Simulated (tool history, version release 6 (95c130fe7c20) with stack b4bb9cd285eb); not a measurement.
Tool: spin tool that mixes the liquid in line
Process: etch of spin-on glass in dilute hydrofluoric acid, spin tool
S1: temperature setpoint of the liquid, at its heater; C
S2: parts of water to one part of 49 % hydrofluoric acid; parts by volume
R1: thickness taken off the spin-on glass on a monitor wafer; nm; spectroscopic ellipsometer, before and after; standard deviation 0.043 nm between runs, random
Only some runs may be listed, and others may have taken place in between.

Run 1, day 0: S1 25 C, S2 55 parts by volume, time under the liquid (s) 25. Result: R1 14.262 nm.
Run 2, day 0.254: S1 23 C, S2 60 parts by volume, time under the liquid (s) 25. Result: R1 12.151 nm.
Run 3, day 0.308: S1 21.5 C, S2 65 parts by volume, time under the liquid (s) 25. Result: R1 10.342 nm.
Run 4, day 0.542: S1 20.5 C, S2 70 parts by volume, time under the liquid (s) 25. Result: R1 9.2508 nm.
Run 5, day 0.875: S1 19.5 C, S2 75 parts by volume, time under the liquid (s) 25. Result: R1 8.3108 nm.
Run 6, day 0.988: S1 19 C, S2 80 parts by volume, time under the liquid (s) 25. Result: R1 7.5846 nm.

Run 7 has not been measured yet. What should we expect?
Run 7, day 1.296: S1 18.5 C, S2 80 parts by volume, time under the liquid (s) 25. Result: R1 ?.

Run 7 came out at R1 7.4551 nm.
